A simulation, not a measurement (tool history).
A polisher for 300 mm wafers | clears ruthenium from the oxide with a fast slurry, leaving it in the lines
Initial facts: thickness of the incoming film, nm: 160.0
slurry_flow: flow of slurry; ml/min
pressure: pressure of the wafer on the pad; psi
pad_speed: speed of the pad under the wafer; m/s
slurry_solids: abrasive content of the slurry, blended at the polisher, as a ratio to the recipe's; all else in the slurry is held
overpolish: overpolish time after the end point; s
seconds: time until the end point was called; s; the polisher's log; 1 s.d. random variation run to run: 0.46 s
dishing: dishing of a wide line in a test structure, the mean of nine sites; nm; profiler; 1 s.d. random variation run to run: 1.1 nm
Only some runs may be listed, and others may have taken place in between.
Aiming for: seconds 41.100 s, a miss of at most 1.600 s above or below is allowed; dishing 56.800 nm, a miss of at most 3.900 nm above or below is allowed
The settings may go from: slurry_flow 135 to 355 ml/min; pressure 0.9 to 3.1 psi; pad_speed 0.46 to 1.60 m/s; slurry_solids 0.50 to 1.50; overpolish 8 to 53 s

run  hour  slurry_flow  pressure  pad_speed  slurry_solids  overpolish  seconds  dishing
  1   0.0          225       2.0       1.02           1.00          27   58.839   46.595
  2   7.3          265       2.0       1.02           1.00          27   58.073   45.088
  3  10.9          265       2.1       1.02           1.00          27   55.548   47.792
  4  15.1          265       2.2       1.02           1.00          26   53.484   47.931
  5  16.0          265       2.2       1.02           1.00          22   53.230   42.059
  6  19.6          265       2.2       1.02           1.00          16   54.329   31.499
  7  26.6          265       2.3       1.02           1.00          18   50.642   37.470
  8  29.8          265       2.4       1.02           1.00          19   48.307   40.808
  9  35.3          265       2.5       1.02           1.00          20   47.598   41.865
 10  36.0          265       2.6       1.02           1.00          21   47.184   43.666
 11  42.8          265       2.7       1.02           1.00          22   44.403   48.459
 12  51.7          265       2.8       1.02           1.00          23   42.741   51.193

Next run, 5 choices. One meets every target within its allowed miss, the rest don't. Which?
  A  60.6          275       3.0       1.06           0.95          26        ?        ?
  B  60.6          270       3.1       1.28           0.65          22        ?        ?
  C  60.6          275       2.9       1.06           1.15          31        ?        ?
  D  60.6          215       2.9       1.14           0.90          21        ?        ?
  E  60.6          220       2.7       1.26           1.00          24        ?        ?

move  seconds  dishing
   A   40.384   59.171
   B   44.495   49.591
   C   37.205   68.866
   D   41.666   50.264
   E   37.414   59.035
A: meets every target
B: moves away from the targets compared with the last run
C: moves the result that the last run missed by most past its target, out the other side
D: moves away from the targets compared with the last run
E: the worst result of the last run now meets its target, but another is out of spec
So the answer is move A, the one that meets all the targets.
